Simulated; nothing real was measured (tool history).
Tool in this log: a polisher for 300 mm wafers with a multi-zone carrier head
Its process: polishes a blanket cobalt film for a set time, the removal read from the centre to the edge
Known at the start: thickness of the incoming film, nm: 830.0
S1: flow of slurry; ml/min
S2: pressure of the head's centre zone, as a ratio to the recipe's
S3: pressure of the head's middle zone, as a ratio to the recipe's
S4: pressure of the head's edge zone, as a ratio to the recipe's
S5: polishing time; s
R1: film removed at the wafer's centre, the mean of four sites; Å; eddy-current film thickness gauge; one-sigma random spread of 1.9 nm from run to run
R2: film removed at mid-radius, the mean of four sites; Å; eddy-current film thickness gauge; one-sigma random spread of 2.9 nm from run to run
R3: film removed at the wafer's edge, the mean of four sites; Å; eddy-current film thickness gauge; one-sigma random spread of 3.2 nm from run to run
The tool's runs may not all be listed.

run,hour,S1,S2,S3,S4,S5,R1,R2,R3
1,0,130,1,1,1,79,2758.2,2811,2670.8
2,4.1,120,0.98,0.97,0.98,78,2624.2,2746,2699.8
3,10.2,130,0.98,0.97,0.98,78,2635.3,2810.1,2719.5
4,11.1,120,0.98,0.97,0.98,78,2630.6,2740.5,2648.1
# hour 17.8: edge zone pressure recalibrated
5,17.8,135,0.98,0.97,0.98,78,2657.9,2769,2787.5
6,24,125,0.98,0.95,0.98,75,2530.4,2609.5,2691.5

Run 7 comes next. What will it give?
7,31.9,125,0.98,0.95,0.98,75,?,?,?

Run 7 gave R1 2525.5 Å, R2 2543.3 Å, R3 2711.2 Å.
